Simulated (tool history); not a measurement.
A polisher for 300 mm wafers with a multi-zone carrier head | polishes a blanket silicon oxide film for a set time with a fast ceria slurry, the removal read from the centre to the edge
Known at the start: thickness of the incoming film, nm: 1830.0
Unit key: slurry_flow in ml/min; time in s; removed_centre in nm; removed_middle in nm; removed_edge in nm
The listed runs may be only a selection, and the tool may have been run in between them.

run	hour	slurry_flow	centre_zone	middle_zone	edge_zone	time	removed_centre	removed_middle	removed_edge
1	0	155	1	1	1	26	684.22	671.72	670.9
2	7.4	150	0.99	0.99	0.98	25	653.33	626.01	628.14
3	14.7	145	0.97	0.98	0.96	24	601.77	607.28	593.08
4	23.5	140	0.96	0.96	0.95	23	569.78	564.55	556.16
5	24.7	125	0.96	0.96	0.95	23	548.17	560.54	550.13
6	28.4	95	0.96	0.96	0.95	23	495.51	500.4	514.92
7	33.6	95	0.96	0.95	0.94	23	501.85	500.01	515.77
8	39.9	95	0.95	0.94	0.93	23	492.39	501.17	516.96
9	48.5	95	0.95	0.93	0.92	22	469.45	466.96	490.77
10	57.1	95	0.95	0.93	0.91	22	472.9	480.02	486.84
11	65.4	95	0.95	0.92	0.9	22	475.76	469.93	490.04
12	66.9	95	0.95	0.92	0.89	22	471.2	473.74	487.9

What does the tool deliver on the next run?
13	71	95	0.95	0.92	0.89	22	?	?	?

removed_centre: 479.12 nm
removed_middle: 460.3 nm
removed_edge: 482.21 nm

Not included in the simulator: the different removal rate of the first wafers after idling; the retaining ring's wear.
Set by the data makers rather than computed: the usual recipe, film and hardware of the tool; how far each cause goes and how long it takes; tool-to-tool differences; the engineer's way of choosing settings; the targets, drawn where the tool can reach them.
